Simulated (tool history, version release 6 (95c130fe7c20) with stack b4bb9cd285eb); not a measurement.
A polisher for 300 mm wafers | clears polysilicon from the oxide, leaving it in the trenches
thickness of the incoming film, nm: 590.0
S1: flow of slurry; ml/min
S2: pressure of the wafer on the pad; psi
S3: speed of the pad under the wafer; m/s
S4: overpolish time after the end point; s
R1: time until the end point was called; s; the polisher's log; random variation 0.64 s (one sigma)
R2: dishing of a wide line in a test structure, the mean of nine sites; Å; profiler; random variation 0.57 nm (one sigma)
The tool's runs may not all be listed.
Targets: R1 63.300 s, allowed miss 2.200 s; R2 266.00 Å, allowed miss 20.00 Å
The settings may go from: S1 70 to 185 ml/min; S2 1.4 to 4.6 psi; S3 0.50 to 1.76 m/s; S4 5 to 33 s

{"run": 1, "day": 0.0, "S1": 120, "S2": 3.0, "S3": 1.12, "S4": 17, "R1": 33.232, "R2": 380.08}
{"run": 2, "day": 0.354, "S1": 120, "S2": 3.2, "S3": 1.12, "S4": 17, "R1": 32.436, "R2": 385.23}
{"run": 3, "day": 0.525, "S1": 120, "S2": 3.2, "S3": 1.4, "S4": 17, "R1": 25.832, "R2": 382.53}
{"run": 4, "day": 0.717, "S1": 110, "S2": 2.7, "S3": 1.28, "S4": 14, "R1": 32.835, "R2": 398.46}
{"run": 5, "day": 1.033, "S1": 85, "S2": 2.7, "S3": 1.28, "S4": 14, "R1": 33.589, "R2": 385.28}
{"run": 6, "day": 1.096, "S1": 110, "S2": 2.7, "S3": 1.28, "S4": 14, "R1": 32.37, "R2": 388.59}
{"run": 7, "day": 1.321, "S1": 100, "S2": 2.6, "S3": 1.12, "S4": 19, "R1": 38.902, "R2": 388.62}
{"run": 8, "day": 1.458, "S1": 90, "S2": 2.7, "S3": 0.96, "S4": 23, "R1": 44.616, "R2": 397.63}
{"run": 9, "day": 1.562, "S1": 120, "S2": 1.9, "S3": 0.84, "S4": 15, "R1": 60.992, "R2": 373.51}
{"run": 10, "day": 1.775, "S1": 135, "S2": 1.9, "S3": 0.82, "S4": 12, "R1": 60.459, "R2": 359.45}
{"run": 11, "day": 2.0, "S1": 150, "S2": 1.9, "S3": 0.78, "S4": 10, "R1": 63.118, "R2": 341.86}
{"run": 12, "day": 2.3, "S1": 180, "S2": 2.1, "S3": 0.68, "S4": 5, "R1": 66.294, "R2": 253.3}
{"run": 13, "day": 2.562, "S1": 175, "S2": 2.2, "S3": 0.68, "S4": 6, "R1": 63.856, "R2": 300.56}
{"run": 14, "day": 2.754, "S1": 180, "S2": 2.1, "S3": 0.72, "S4": 6, "R1": 62.202, "R2": 294.05}
{"run": 15, "day": 2.812, "S1": 180, "S2": 2.2, "S3": 0.68, "S4": 6, "R1": 62.152, "R2": 297.53}

4 next moves are on the table. One of them brings every result within its allowed miss. Which?
{"run": "A", "day": 2.871, "S1": 185, "S2": 2.2, "S3": 0.68, "S4": 5, "R1": "?", "R2": "?"}
{"run": "B", "day": 2.871, "S1": 170, "S2": 2.0, "S3": 0.74, "S4": 10, "R1": "?", "R2": "?"}
{"run": "C", "day": 2.871, "S1": 170, "S2": 2.9, "S3": 0.6, "S4": 7, "R1": "?", "R2": "?"}
{"run": "D", "day": 2.871, "S1": 160, "S2": 2.2, "S3": 0.76, "S4": 7, "R1": "?", "R2": "?"}

move=A R1=63.173 R2=256.44
move=B R1=62.983 R2=336.14
move=C R1=58.835 R2=307.72
move=D R1=57.990 R2=309.34
A: meets every target
B: further off than the last run
C: further off than the last run
D: further off than the last run
Move A is the one to make.

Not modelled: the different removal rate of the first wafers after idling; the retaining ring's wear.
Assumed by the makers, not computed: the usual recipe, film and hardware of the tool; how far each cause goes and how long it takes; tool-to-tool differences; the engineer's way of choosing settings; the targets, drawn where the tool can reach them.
